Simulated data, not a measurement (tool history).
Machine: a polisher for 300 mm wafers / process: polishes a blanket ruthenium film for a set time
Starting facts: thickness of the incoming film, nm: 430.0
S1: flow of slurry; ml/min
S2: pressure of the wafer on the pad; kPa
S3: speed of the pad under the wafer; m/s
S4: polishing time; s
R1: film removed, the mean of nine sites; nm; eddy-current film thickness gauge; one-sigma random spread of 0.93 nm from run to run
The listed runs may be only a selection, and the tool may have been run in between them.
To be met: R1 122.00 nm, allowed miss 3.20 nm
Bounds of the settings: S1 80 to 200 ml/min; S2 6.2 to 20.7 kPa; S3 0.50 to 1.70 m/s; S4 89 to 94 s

{"run": 1, "day": 0.0, "S1": 130, "S2": 13.1, "S3": 1.1, "S4": 89, "R1": 108.07}
{"run": 2, "day": 0.271, "S1": 140, "S2": 13.1, "S3": 1.1, "S4": 89, "R1": 109.43}
{"run": 3, "day": 0.533, "S1": 140, "S2": 16.5, "S3": 1.1, "S4": 89, "R1": 135.94}
{"run": 4, "day": 0.871, "S1": 135, "S2": 16.5, "S3": 1.1, "S4": 89, "R1": 135.15}
{"run": 5, "day": 0.996, "S1": 135, "S2": 16.5, "S3": 1.1, "S4": 94, "R1": 142.39}
{"run": 6, "day": 1.342, "S1": 135, "S2": 18.6, "S3": 1.1, "S4": 94, "R1": 161.46}
{"run": 7, "day": 1.388, "S1": 125, "S2": 17.9, "S3": 1.1, "S4": 94, "R1": 153.32}
{"run": 8, "day": 1.45, "S1": 120, "S2": 17.2, "S3": 1.1, "S4": 94, "R1": 147.24}
{"run": 9, "day": 1.496, "S1": 120, "S2": 16.5, "S3": 1.1, "S4": 94, "R1": 141.43}
{"run": 10, "day": 1.829, "S1": 120, "S2": 15.9, "S3": 1.1, "S4": 94, "R1": 133.82}
{"run": 11, "day": 1.967, "S1": 115, "S2": 15.9, "S3": 1.1, "S4": 94, "R1": 132.97}
{"run": 12, "day": 2.246, "S1": 110, "S2": 15.9, "S3": 1.1, "S4": 94, "R1": 130.91}
{"run": 13, "day": 2.621, "S1": 105, "S2": 15.9, "S3": 1.1, "S4": 94, "R1": 130.28}

Which of these 4 next moves meets every target?
{"run": "A", "day": 2.996, "S1": 105, "S2": 15.9, "S3": 1.26, "S4": 92, "R1": "?"}
{"run": "B", "day": 2.996, "S1": 115, "S2": 17.2, "S3": 0.98, "S4": 94, "R1": "?"}
{"run": "C", "day": 2.996, "S1": 90, "S2": 17.2, "S3": 1.0, "S4": 92, "R1": "?"}
{"run": "D", "day": 2.996, "S1": 135, "S2": 15.2, "S3": 1.1, "S4": 91, "R1": "?"}

move=A R1=142.27
move=B R1=131.73
move=C R1=122.15
move=D R1=128.05
A: its largest miss is bigger than the last run's
B: its largest miss is bigger than the last run's
C: all results in spec
D: an improvement on the last run, though not all results are within tolerance
Answer: C
